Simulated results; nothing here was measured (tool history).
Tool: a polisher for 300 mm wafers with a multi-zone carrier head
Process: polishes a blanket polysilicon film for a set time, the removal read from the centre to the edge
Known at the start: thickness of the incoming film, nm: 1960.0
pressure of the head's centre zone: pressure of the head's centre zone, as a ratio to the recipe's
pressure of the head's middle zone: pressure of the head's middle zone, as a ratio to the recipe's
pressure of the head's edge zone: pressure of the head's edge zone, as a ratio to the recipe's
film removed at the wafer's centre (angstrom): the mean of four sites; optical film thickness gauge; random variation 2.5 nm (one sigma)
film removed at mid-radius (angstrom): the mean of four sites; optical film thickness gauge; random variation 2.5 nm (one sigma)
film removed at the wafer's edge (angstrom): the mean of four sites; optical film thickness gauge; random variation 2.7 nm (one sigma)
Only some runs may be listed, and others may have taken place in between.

run  hour  flow of slurry (ml/min)  pressure of the head's centre zone  pressure of the head's middle zone  pressure of the head's edge zone  polishing time (s)  film removed at the wafer's centre (angstrom)  film removed at mid-radius (angstrom)  film removed at the wafer's edge (angstrom)
  1   0.0                      155                                1.00                                1.00                              1.00                  36                                         3454.2                                 3390.9                                       3290.4
  2   2.1                      155                                1.00                                1.08                              1.00                  36                                         3456.4                                 3578.6                                       3261.7
  3   7.5                      160                                1.03                                1.02                              1.01                  36                                         3575.4                                 3425.3                                       3303.9
  4  16.4                      160                                1.03                                1.02                              1.08                  36                                         3543.6                                 3445.0                                       3397.5
  5  17.6                      160                                1.05                                0.98                              1.08                  36                                         3610.5                                 3296.0                                       3355.8
  6  18.7                      145                                1.05                                0.98                              1.08                  36                                         3531.4                                 3260.9                                       3381.4

Forecast run 7:
  7  20.3                      150                                1.07                                0.96                              1.09                  36                                              ?                                      ?                                            ?

{"run 7": {"film removed at the wafer's centre (angstrom)": 3626.8, "film removed at mid-radius (angstrom)": 3200.1, "film removed at the wafer's edge (angstrom)": 3410.0}}
